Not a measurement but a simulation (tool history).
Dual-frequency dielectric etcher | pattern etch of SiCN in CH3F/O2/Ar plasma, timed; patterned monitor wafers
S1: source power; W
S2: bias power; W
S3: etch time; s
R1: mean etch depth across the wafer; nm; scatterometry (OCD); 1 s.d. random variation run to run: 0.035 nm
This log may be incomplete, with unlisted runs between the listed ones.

| run | hour | S1 | S2 | S3 | R1 |
|---|---|---|---|---|---|
| 1 | 0 | 410 | 83 | 26.5 | 9.7898 |
| 2 | 4 | 380 | 83 | 26.5 | 9.5646 |
| 3 | 9.5 | 400 | 85 | 26.5 | 9.8354 |
| 4 | 16.2 | 420 | 86 | 26.5 | 10.06 |
| 5 | 21.2 | 370 | 86 | 26.5 | 9.6654 |
| 6 | 26.8 | 390 | 88 | 26.5 | 9.8699 |
| 7 | 28.4 | 410 | 89 | 26.5 | 10.112 |
| 8 | 34.1 | 430 | 90 | 26.5 | 10.313 |
| 9 | 36.9 | 440 | 91 | 26.5 | 10.427 |
| 10 | 41.6 | 450 | 92 | 26.5 | 10.525 |
| 11 | 47.7 | 460 | 93 | 26.5 | 10.704 |
| 12 | 53.7 | 470 | 94 | 26.5 | 10.785 |

For run 13, what comes out?
| 13 | 61 | 480 | 95 | 26.5 | ? |

R1: 10.972 nm
